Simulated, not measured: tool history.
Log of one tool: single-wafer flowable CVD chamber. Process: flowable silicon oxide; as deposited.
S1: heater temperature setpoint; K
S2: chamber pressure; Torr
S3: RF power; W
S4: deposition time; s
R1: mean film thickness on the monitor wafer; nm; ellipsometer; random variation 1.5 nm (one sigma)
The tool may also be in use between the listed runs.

run	hour	S1	S2	S3	S4	R1
1	0	378.15	0.97	2600	773	499.42
2	3.1	381.15	0.969	2600	773	458.35
3	5.8	374.15	0.969	2600	773	562.57
4	12.1	374.15	0.969	2600	797	582.8
5	15.9	378.15	0.967	2600	797	514.7
6	21	388.15	0.967	2600	797	390.47

The next listed run, before its measurement:
7	22.5	390.15	0.966	2600	797	?

{"run 7": {"R1": 368.34}}
